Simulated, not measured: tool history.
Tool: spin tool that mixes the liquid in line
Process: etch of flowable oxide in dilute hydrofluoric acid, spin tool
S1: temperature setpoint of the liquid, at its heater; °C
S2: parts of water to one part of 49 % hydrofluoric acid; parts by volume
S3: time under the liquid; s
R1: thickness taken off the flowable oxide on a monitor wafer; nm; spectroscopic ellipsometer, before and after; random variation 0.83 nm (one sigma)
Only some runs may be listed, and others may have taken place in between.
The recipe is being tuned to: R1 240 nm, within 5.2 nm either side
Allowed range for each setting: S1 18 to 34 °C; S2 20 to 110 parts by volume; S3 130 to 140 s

Run 1, hour 0: S1 26 °C, S2 60 parts by volume, S3 130 s. Result: R1 105.78 nm.
Run 2, hour 5.3: S1 26 °C, S2 40 parts by volume, S3 130 s. Result: R1 162.61 nm.
Run 3, hour 12.7: S1 26 °C, S2 40 parts by volume, S3 130 s. Result: R1 162.95 nm.
Run 4, hour 20.2: S1 27.5 °C, S2 40 parts by volume, S3 130 s. Result: R1 173.75 nm.
Run 5, hour 27.8: S1 29 °C, S2 40 parts by volume, S3 130 s. Result: R1 183.53 nm.
Run 6, hour 33.4: S1 31 °C, S2 40 parts by volume, S3 130 s. Result: R1 200.01 nm.
Run 7, hour 42.1: S1 31.5 °C, S2 40 parts by volume, S3 130 s. Result: R1 203.21 nm.
Run 8, hour 44.6: S1 32 °C, S2 40 parts by volume, S3 130 s. Result: R1 207.27 nm.
Run 9, hour 47.3: S1 32.5 °C, S2 40 parts by volume, S3 130 s. Result: R1 212.89 nm.
Run 10, hour 48.4: S1 32.5 °C, S2 40 parts by volume, S3 130 s. Result: R1 210.63 nm.
Run 11, hour 50.5: S1 33 °C, S2 40 parts by volume, S3 130 s. Result: R1 215.75 nm.
Run 12, hour 58.6: S1 33.5 °C, S2 40 parts by volume, S3 130 s. Result: R1 219.54 nm.
Run 13, hour 59.2: S1 34 °C, S2 40 parts by volume, S3 130 s. Result: R1 223.68 nm.
Run 14, hour 60.2: S1 34 °C, S2 35 parts by volume, S3 130 s. Result: R1 259.24 nm.
Run 15, hour 62.4: S1 33.5 °C, S2 35 parts by volume, S3 130 s. Result: R1 252.34 nm.
Run 16, hour 66.4: S1 33 °C, S2 35 parts by volume, S3 130 s. Result: R1 248.93 nm.

Which of these 4 next moves meets every target?
Run A, hour 70.4: S1 33.5 °C, S2 35 parts by volume, S3 130 s. Result: R1 ?.
Run B, hour 70.4: S1 33 °C, S2 35 parts by volume, S3 135 s. Result: R1 ?.
Run C, hour 70.4: S1 32 °C, S2 35 parts by volume, S3 130 s. Result: R1 ?.
Run D, hour 70.4: S1 31.5 °C, S2 35 parts by volume, S3 140 s. Result: R1 ?.

move      R1
   A   252.4
   B  257.06
   C  238.05
   D  251.38
A: the biggest miss grows against the last run
B: the biggest miss grows against the last run
C: hits every target within its allowed miss
D: the biggest miss grows against the last run
Go with C: it meets all targets.
